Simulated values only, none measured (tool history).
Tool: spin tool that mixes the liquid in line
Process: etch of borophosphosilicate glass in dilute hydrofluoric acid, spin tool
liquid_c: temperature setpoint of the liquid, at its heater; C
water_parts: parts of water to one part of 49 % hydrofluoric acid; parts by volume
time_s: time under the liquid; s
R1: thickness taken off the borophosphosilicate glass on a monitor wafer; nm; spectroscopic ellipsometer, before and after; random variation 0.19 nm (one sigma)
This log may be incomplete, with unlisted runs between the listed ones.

Run 1, hour 0: liquid_c 23 C, water_parts 135 parts by volume, time_s 105 s. Result: R1 34.998 nm.
Run 2, hour 0.7: liquid_c 23 C, water_parts 110 parts by volume, time_s 105 s. Result: R1 44.409 nm.
Run 3, hour 5.7: liquid_c 20.5 C, water_parts 110 parts by volume, time_s 105 s. Result: R1 40.302 nm.
Run 4, hour 8.6: liquid_c 20 C, water_parts 115 parts by volume, time_s 105 s. Result: R1 36.882 nm.
Run 5, hour 12.8: liquid_c 20 C, water_parts 115 parts by volume, time_s 115 s. Result: R1 40.65 nm.
Run 6, hour 19.1: liquid_c 19.5 C, water_parts 120 parts by volume, time_s 115 s. Result: R1 38.415 nm.
Run 7, hour 27.5: liquid_c 19 C, water_parts 125 parts by volume, time_s 115 s. Result: R1 35.584 nm.
Run 8, hour 32.8: liquid_c 18 C, water_parts 135 parts by volume, time_s 115 s. Result: R1 31.915 nm.

Predict the results of run 9:
Run 9, hour 35.9: liquid_c 17.5 C, water_parts 145 parts by volume, time_s 115 s. Result: R1 ?.

For run 9 the tool returned R1 28.605 nm.

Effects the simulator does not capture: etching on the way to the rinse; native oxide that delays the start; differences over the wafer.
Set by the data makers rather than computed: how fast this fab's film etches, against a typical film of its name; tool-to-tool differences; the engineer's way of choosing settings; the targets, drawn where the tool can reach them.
